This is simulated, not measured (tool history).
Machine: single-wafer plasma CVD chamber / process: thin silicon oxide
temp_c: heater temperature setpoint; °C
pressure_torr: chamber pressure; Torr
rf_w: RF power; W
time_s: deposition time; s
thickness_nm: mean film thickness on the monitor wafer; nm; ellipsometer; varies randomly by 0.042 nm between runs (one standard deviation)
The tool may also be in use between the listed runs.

run 1 hour=0.0 | temp_c=385 pressure_torr=0.605 rf_w=320 time_s=7.13 | thickness_nm=10.546
run 2 hour=4.9 | temp_c=385 pressure_torr=0.631 rf_w=320 time_s=7.13 | thickness_nm=10.905
run 3 hour=8.6 | temp_c=385 pressure_torr=0.656 rf_w=320 time_s=7.13 | thickness_nm=11.309
run 4 hour=12.0 | temp_c=385 pressure_torr=0.656 rf_w=320 time_s=6.76 | thickness_nm=10.692
run 5 hour=15.3 | temp_c=385 pressure_torr=0.656 rf_w=320 time_s=6.76 | thickness_nm=10.700
run 6 hour=24.3 | temp_c=385 pressure_torr=0.615 rf_w=320 time_s=6.76 | thickness_nm=10.110
run 7 hour=30.3 | temp_c=385 pressure_torr=0.651 rf_w=320 time_s=6.76 | thickness_nm=10.601
run 8 hour=36.0 | temp_c=385 pressure_torr=0.683 rf_w=320 time_s=6.76 | thickness_nm=11.200
run 9 hour=43.6 | temp_c=385 pressure_torr=0.706 rf_w=320 time_s=6.76 | thickness_nm=11.418
run 10 hour=46.1 | temp_c=385 pressure_torr=0.730 rf_w=320 time_s=6.76 | thickness_nm=11.716
run 11 hour=52.8 | temp_c=385 pressure_torr=0.751 rf_w=320 time_s=6.76 | thickness_nm=12.106
run 12 hour=59.5 | temp_c=385 pressure_torr=0.767 rf_w=320 time_s=6.76 | thickness_nm=12.399
run 13 hour=60.4 | temp_c=385 pressure_torr=0.779 rf_w=320 time_s=6.76 | thickness_nm=12.547
run 14 hour=68.2 | temp_c=385 pressure_torr=0.789 rf_w=320 time_s=6.76 | thickness_nm=12.717
run 15 hour=76.1 | temp_c=385 pressure_torr=0.789 rf_w=320 time_s=6.76 | thickness_nm=12.591

For run 16, what comes out?
run 16 hour=83.4 | temp_c=385 pressure_torr=0.800 rf_w=320 time_s=6.76 | thickness_nm=?

{"run 16": {"thickness_nm": 12.879}}
